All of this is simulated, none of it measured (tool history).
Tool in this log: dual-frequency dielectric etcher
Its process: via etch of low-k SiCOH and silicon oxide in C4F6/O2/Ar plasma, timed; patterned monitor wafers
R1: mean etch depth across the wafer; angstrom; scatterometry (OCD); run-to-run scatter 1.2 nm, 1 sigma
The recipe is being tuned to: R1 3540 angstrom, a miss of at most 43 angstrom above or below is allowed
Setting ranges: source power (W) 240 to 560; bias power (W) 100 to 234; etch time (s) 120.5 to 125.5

Run 1, hour 0: source power (W) 400, bias power (W) 167, etch time (s) 120.5. Result: R1 3302.4 angstrom.
Run 2, hour 6.1: source power (W) 360, bias power (W) 167, etch time (s) 120.5. Result: R1 3160.9 angstrom.
Run 3, hour 9.5: source power (W) 360, bias power (W) 177, etch time (s) 120.5. Result: R1 3240.9 angstrom.
Run 4, hour 17.4: source power (W) 360, bias power (W) 177, etch time (s) 120.5. Result: R1 3247.9 angstrom.
Run 5, hour 22.7: source power (W) 370, bias power (W) 177, etch time (s) 120.5. Result: R1 3243.6 angstrom.
Run 6, hour 26.5: source power (W) 370, bias power (W) 160, etch time (s) 120.5. Result: R1 3182 angstrom.
Run 7, hour 31.6: source power (W) 370, bias power (W) 160, etch time (s) 120.5. Result: R1 3176.1 angstrom.
Run 8, hour 37.3: source power (W) 380, bias power (W) 161, etch time (s) 120.5. Result: R1 3221 angstrom.
Run 9, hour 39.2: source power (W) 390, bias power (W) 161, etch time (s) 120.5. Result: R1 3233.6 angstrom.
Run 10, hour 40.1: source power (W) 400, bias power (W) 162, etch time (s) 120.5. Result: R1 3283.8 angstrom.
Run 11, hour 47.9: source power (W) 410, bias power (W) 162, etch time (s) 120.5. Result: R1 3299.6 angstrom.
Run 12, hour 51.4: source power (W) 420, bias power (W) 162, etch time (s) 120.5. Result: R1 3326.9 angstrom.
Run 13, hour 57.5: source power (W) 430, bias power (W) 162, etch time (s) 120.5. Result: R1 3375.8 angstrom.

5 next moves are on the table. One of them brings every result within its allowed miss. Which?
Run A, hour 63.6: source power (W) 420, bias power (W) 138, etch time (s) 125. Result: R1 ?.
Run B, hour 63.6: source power (W) 420, bias power (W) 165, etch time (s) 124. Result: R1 ?.
Run C, hour 63.6: source power (W) 390, bias power (W) 172, etch time (s) 124.5. Result: R1 ?.
Run D, hour 63.6: source power (W) 500, bias power (W) 171, etch time (s) 122. Result: R1 ?.
Run E, hour 63.6: source power (W) 430, bias power (W) 168, etch time (s) 125. Result: R1 ?.

move      R1
   A  3323.3
   B  3449.8
   C  3412.5
   D  3644.6
   E  3523.1
A: further off than the last run
B: closer than the last run, but not yet in spec
C: closer than the last run, but not yet in spec
D: takes the result that was furthest off past its target
E: each result inside its tolerance
Move E is the one to make.
